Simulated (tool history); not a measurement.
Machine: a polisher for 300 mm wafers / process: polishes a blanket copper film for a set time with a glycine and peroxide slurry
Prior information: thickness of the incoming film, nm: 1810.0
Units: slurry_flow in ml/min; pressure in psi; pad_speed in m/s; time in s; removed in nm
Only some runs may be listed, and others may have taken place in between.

run	hour	slurry_flow	pressure	pad_speed	time	removed
1	0.0	315	2.2	1.10	67	387.12
2	6.1	315	2.0	1.10	67	372.53
3	10.6	315	2.3	1.10	67	397.57
4	18.5	315	2.7	1.10	67	445.43
5	22.8	315	2.4	1.08	67	402.10
6	27.4	315	2.1	1.06	67	371.26
7	31.6	315	2.1	1.06	67	366.36
8	39.2	315	1.9	1.04	67	344.85
9	47.5	315	1.7	1.02	67	316.71
10	55.9	315	1.6	1.02	67	310.63

Run 11 has not been measured yet. What should we expect?
11	63.7	315	1.5	1.02	67	?

removed: 296.37 nm
